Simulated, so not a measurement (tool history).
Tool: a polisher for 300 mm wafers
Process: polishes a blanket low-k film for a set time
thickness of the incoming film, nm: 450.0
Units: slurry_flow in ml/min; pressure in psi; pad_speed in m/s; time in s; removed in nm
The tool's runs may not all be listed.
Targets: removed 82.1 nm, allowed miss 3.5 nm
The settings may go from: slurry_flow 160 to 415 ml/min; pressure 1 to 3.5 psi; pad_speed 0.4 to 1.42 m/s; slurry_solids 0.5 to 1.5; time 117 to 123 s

run	hour	slurry_flow	pressure	pad_speed	slurry_solids	time	removed
1	0	265	2.2	0.9	1	117	45.264
2	0.6	265	2.4	0.9	1	117	49.289
3	3.5	225	2.4	0.9	1	117	48.046
4	7.8	225	2.8	0.9	1	117	55.024
5	10.7	230	2.9	0.92	1	117	60.335
6	11.8	230	2.9	0.92	0.85	117	54.424
7	18.8	230	3.5	1.1	0.85	117	75.957
8	23.7	230	3.5	1.12	0.85	117	76.983
9	31.6	230	3.5	1.14	0.85	117	74.773
10	36	230	3.5	1.16	0.85	117	77.61

Which of these 5 next moves meets every target?
A	40.4	290	3.2	1.04	0.8	123	?
B	40.4	185	3.5	1.16	0.9	123	?
C	40.4	265	2.9	1.32	0.75	120	?
D	40.4	215	2.9	1.22	0.9	119	?
E	40.4	335	3.4	1.04	0.75	120	?

move	removed
A	70.12
B	82.787
C	70.661
D	70.519
E	71.246
A: further off than the last run
B: meets every target
C: further off than the last run
D: further off than the last run
E: further off than the last run
Move B is the one to make.
